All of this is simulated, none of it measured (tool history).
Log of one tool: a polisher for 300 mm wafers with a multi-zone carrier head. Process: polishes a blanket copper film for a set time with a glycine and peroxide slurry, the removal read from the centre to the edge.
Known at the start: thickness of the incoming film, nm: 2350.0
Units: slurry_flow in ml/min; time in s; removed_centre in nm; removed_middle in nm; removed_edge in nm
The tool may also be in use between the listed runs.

Run 1, hour 0: slurry_flow 250 ml/min, centre_zone 1, middle_zone 1, edge_zone 1, time 45 s. Result: removed_centre 260.44 nm, removed_middle 248.28 nm, removed_edge 258.46 nm.
Run 2, hour 7.9: slurry_flow 255 ml/min, centre_zone 1.01, middle_zone 1.03, edge_zone 1.03, time 46 s. Result: removed_centre 274.14 nm, removed_middle 260.74 nm, removed_edge 259.49 nm.
Run 3, hour 9.9: slurry_flow 255 ml/min, centre_zone 1.01, middle_zone 0.98, edge_zone 1.03, time 46 s. Result: removed_centre 272.06 nm, removed_middle 250.03 nm, removed_edge 262.26 nm.
Run 4, hour 18.5: slurry_flow 255 ml/min, centre_zone 1.06, middle_zone 0.98, edge_zone 1.03, time 46 s. Result: removed_centre 285.05 nm, removed_middle 251.15 nm, removed_edge 268.1 nm.
At hour 20.3: worn pad replaced by a new one.
Run 5, hour 20.3: slurry_flow 195 ml/min, centre_zone 1.06, middle_zone 0.98, edge_zone 1.03, time 46 s. Result: removed_centre 297.2 nm, removed_middle 261.58 nm, removed_edge 270.01 nm.
Run 6, hour 23.8: slurry_flow 195 ml/min, centre_zone 1.06, middle_zone 0.98, edge_zone 0.97, time 46 s. Result: removed_centre 292.23 nm, removed_middle 262.72 nm, removed_edge 269.89 nm.
Run 7, hour 29.1: slurry_flow 210 ml/min, centre_zone 1.04, middle_zone 0.99, edge_zone 0.97, time 48 s. Result: removed_centre 305.87 nm, removed_middle 275.71 nm, removed_edge 282.77 nm.

Forecast run 8:
Run 8, hour 37.3: slurry_flow 225 ml/min, centre_zone 1.01, middle_zone 1, edge_zone 0.97, time 50 s. Result: removed_centre ?, removed_middle ?, removed_edge ?.

Run 8 gave removed_centre 311.89 nm, removed_middle 291.75 nm, removed_edge 288.1 nm.

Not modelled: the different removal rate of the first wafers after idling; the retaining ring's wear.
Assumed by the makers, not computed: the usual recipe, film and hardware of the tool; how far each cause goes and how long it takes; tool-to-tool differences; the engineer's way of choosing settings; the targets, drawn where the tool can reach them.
